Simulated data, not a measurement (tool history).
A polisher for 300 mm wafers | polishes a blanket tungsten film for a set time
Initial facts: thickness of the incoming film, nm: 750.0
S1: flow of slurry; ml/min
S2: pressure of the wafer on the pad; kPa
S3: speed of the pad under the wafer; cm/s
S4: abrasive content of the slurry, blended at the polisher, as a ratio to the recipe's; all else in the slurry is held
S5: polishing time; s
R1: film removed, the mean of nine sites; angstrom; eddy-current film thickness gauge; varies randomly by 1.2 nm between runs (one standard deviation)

Run 1, hour 0.0: S1 165 ml/min, S2 24.8 kPa, S3 138 cm/s, S4 1.0, S5 23 s. Result: R1 1747.70 angstrom.
Run 2, hour 4.2: S1 165 ml/min, S2 24.8 kPa, S3 118 cm/s, S4 1.0, S5 23 s. Result: R1 1491.60 angstrom.
Run 3, hour 9.3: S1 165 ml/min, S2 24.8 kPa, S3 118 cm/s, S4 1.0, S5 21 s. Result: R1 1399.40 angstrom.
Run 4, hour 17.5: S1 165 ml/min, S2 24.8 kPa, S3 92 cm/s, S4 1.0, S5 21 s. Result: R1 1128.80 angstrom.
Run 5, hour 25.4: S1 165 ml/min, S2 23.4 kPa, S3 92 cm/s, S4 1.0, S5 21 s. Result: R1 1052.90 angstrom.
Run 6, hour 29.9: S1 165 ml/min, S2 22.8 kPa, S3 92 cm/s, S4 1.0, S5 21 s. Result: R1 1060.00 angstrom.
Run 7, hour 38.3: S1 165 ml/min, S2 21.4 kPa, S3 92 cm/s, S4 1.0, S5 21 s. Result: R1 991.32 angstrom.
Run 8, hour 42.1: S1 165 ml/min, S2 20.7 kPa, S3 92 cm/s, S4 1.0, S5 21 s. Result: R1 953.81 angstrom.

What will run 9 give?
Run 9, hour 50.2: S1 165 ml/min, S2 20.0 kPa, S3 92 cm/s, S4 1.0, S5 21 s. Result: R1 ?.

Run 9 came out at R1 959.09 angstrom.

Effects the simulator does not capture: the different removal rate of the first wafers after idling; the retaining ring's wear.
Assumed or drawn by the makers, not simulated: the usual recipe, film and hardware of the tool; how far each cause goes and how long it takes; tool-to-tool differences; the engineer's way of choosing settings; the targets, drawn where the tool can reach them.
